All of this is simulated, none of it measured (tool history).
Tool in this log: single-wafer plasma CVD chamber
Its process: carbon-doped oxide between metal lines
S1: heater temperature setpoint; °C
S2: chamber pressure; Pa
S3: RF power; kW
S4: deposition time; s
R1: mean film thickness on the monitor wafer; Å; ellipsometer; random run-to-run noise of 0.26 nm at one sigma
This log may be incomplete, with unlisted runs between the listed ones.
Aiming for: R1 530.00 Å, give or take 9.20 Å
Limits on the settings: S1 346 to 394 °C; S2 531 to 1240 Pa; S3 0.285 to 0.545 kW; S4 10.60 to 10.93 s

run	hour	S1	S2	S3	S4	R1
1	0.0	370	885	0.415	10.60	458.94
2	2.2	370	1033	0.415	10.60	459.91
3	5.4	369	1037	0.425	10.61	470.53
4	11.7	369	1037	0.470	10.61	501.02
5	13.6	369	1037	0.470	10.60	499.28
6	18.4	369	905	0.470	10.60	497.98
7	25.9	368	911	0.475	10.60	506.90
8	34.7	367	911	0.475	10.60	502.14
9	38.8	367	911	0.480	10.61	504.37
10	39.6	367	911	0.485	10.62	511.39

Of the 4 settings listed for the next run, only one would bring every result within its allowed miss of target. Which one?
A	40.4	346	848	0.440	10.63	?
B	40.4	361	861	0.440	10.61	?
C	40.4	376	816	0.500	10.73	?
D	40.4	368	923	0.490	10.93	?

move	R1
A	515.31
B	490.62
C	512.49
D	530.27
A: closes in on the targets versus the last run, not all within tolerance yet
B: further off than the last run
C: closes in on the targets versus the last run, not all within tolerance yet
D: all results land within tolerance of their targets
The move that meets every target is D.

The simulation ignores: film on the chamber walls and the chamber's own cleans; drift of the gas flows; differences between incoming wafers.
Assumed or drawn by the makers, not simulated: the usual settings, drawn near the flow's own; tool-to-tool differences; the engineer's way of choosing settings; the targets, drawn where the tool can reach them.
